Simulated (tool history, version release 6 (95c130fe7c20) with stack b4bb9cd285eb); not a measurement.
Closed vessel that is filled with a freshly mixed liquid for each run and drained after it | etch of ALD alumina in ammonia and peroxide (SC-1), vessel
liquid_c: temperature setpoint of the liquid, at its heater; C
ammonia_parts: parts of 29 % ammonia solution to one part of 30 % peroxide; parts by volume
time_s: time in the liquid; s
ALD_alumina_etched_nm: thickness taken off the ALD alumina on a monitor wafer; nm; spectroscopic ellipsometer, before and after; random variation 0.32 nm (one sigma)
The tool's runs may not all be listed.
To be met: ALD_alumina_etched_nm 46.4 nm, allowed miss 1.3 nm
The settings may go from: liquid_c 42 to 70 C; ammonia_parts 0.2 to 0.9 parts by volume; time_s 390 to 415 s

{"run": 1, "day": 0.0, "liquid_c": 58, "ammonia_parts": 0.5, "time_s": 390, "ALD_alumina_etched_nm": 26.713}
{"run": 2, "day": 0.262, "liquid_c": 60.5, "ammonia_parts": 0.5, "time_s": 390, "ALD_alumina_etched_nm": 30.855}
{"run": 3, "day": 0.321, "liquid_c": 62.5, "ammonia_parts": 0.5, "time_s": 390, "ALD_alumina_etched_nm": 34.236}
{"run": 4, "day": 0.383, "liquid_c": 62.5, "ammonia_parts": 0.5, "time_s": 390, "ALD_alumina_etched_nm": 34.031}
{"run": 5, "day": 0.462, "liquid_c": 62.5, "ammonia_parts": 0.4, "time_s": 390, "ALD_alumina_etched_nm": 33.411}
{"run": 6, "day": 0.512, "liquid_c": 64, "ammonia_parts": 0.4, "time_s": 390, "ALD_alumina_etched_nm": 35.714}
{"run": 7, "day": 0.646, "liquid_c": 64, "ammonia_parts": 0.4, "time_s": 390, "ALD_alumina_etched_nm": 35.657}
{"run": 8, "day": 0.988, "liquid_c": 65, "ammonia_parts": 0.4, "time_s": 390, "ALD_alumina_etched_nm": 37.271}
{"run": 9, "day": 1.238, "liquid_c": 66, "ammonia_parts": 0.4, "time_s": 390, "ALD_alumina_etched_nm": 40.336}

Which of these 4 next moves meets every target?
{"run": "A", "day": 1.488, "liquid_c": 62.5, "ammonia_parts": 0.5, "time_s": 395, "ALD_alumina_etched_nm": "?"}
{"run": "B", "day": 1.488, "liquid_c": 62, "ammonia_parts": 0.5, "time_s": 390, "ALD_alumina_etched_nm": "?"}
{"run": "C", "day": 1.488, "liquid_c": 68, "ammonia_parts": 0.35, "time_s": 415, "ALD_alumina_etched_nm": "?"}
{"run": "D", "day": 1.488, "liquid_c": 66, "ammonia_parts": 0.2, "time_s": 390, "ALD_alumina_etched_nm": "?"}

move=A ALD_alumina_etched_nm=34.466
move=B ALD_alumina_etched_nm=33.18
move=C ALD_alumina_etched_nm=45.985
move=D ALD_alumina_etched_nm=37.16
A: further off than the last run
B: further off than the last run
C: meets every target
D: further off than the last run
The right move is C.
